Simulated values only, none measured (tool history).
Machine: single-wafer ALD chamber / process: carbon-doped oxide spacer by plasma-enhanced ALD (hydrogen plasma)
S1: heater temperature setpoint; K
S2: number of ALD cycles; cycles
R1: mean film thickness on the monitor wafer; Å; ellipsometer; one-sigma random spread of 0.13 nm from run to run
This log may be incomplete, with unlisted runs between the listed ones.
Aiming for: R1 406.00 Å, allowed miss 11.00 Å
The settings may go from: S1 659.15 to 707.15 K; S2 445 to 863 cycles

Run 1, hour 0.0: S1 683.15 K, S2 654 cycles. Result: R1 335.28 Å.
Run 2, hour 5.3: S1 679.15 K, S2 654 cycles. Result: R1 337.39 Å.
Run 3, hour 8.0: S1 672.15 K, S2 654 cycles. Result: R1 342.16 Å.
Run 4, hour 14.3: S1 672.15 K, S2 603 cycles. Result: R1 313.60 Å.
Run 5, hour 18.7: S1 681.15 K, S2 603 cycles. Result: R1 312.56 Å.
Run 6, hour 24.7: S1 674.15 K, S2 603 cycles. Result: R1 314.25 Å.
Run 7, hour 30.4: S1 672.15 K, S2 708 cycles. Result: R1 370.24 Å.
Run 8, hour 32.5: S1 672.15 K, S2 716 cycles. Result: R1 375.15 Å.
Run 9, hour 35.1: S1 672.15 K, S2 723 cycles. Result: R1 375.04 Å.
At hour 40.6: thermocouple changed; heater temperature recalibrated.
Run 10, hour 40.6: S1 672.15 K, S2 730 cycles. Result: R1 379.95 Å.

Exercise: of the 4 proposed moves below, exactly one satisfies all targets within the stated allowed misses. Which move is it?
Run A, hour 46.1: S1 674.15 K, S2 779 cycles. Result: R1 ?.
Run B, hour 46.1: S1 661.15 K, S2 730 cycles. Result: R1 ?.
Run C, hour 46.1: S1 686.15 K, S2 721 cycles. Result: R1 ?.
Run D, hour 46.1: S1 670.15 K, S2 732 cycles. Result: R1 ?.

move      R1
   A  404.97
   B  381.88
   C  362.87
   D  382.93
A: each result inside its tolerance
B: an improvement on the last run, though not all results are within tolerance
C: moves away from the targets compared with the last run
D: an improvement on the last run, though not all results are within tolerance
Go with A: it meets all targets.
